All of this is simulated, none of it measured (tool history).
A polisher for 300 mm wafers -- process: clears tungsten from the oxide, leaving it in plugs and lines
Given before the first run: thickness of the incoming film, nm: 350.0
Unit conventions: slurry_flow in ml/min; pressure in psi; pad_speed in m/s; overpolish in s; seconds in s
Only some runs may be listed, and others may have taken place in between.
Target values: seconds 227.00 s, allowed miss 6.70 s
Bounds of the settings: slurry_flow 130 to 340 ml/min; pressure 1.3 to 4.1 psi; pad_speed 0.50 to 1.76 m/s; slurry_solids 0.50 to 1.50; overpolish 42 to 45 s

run,hour,slurry_flow,pressure,pad_speed,slurry_solids,overpolish,seconds
1,0.0,220,2.7,1.12,1.00,42,102.61
2,3.5,220,2.7,1.12,0.85,42,107.07
3,9.4,220,2.5,1.08,0.85,42,117.27
4,11.8,220,2.3,1.04,0.85,42,130.57
5,16.6,220,2.6,1.04,0.85,42,116.69
6,23.6,220,2.6,1.04,0.85,45,116.69
7,29.6,220,2.4,1.00,0.85,45,129.20
8,37.3,220,2.2,0.96,0.85,45,145.19
9,44.2,205,1.5,0.84,0.85,45,217.06
10,45.0,200,1.5,0.84,0.85,45,216.55

Which single option among these 5 for the next run brings every result within its allowed miss of target? Just one does.
A,45.8,270,1.7,0.92,0.55,44,?
B,45.8,195,1.4,0.96,0.90,42,?
C,45.8,230,1.4,0.94,0.85,45,?
D,45.8,255,2.1,0.68,0.55,42,?
E,45.8,130,1.3,1.08,0.75,45,?

move,seconds
A,204.37
B,200.96
C,204.91
D,223.73
E,210.84
A: misses by more than the last run did
B: misses by more than the last run did
C: misses by more than the last run did
D: hits every target within its allowed miss
E: misses by more than the last run did
Move D is the one to make.
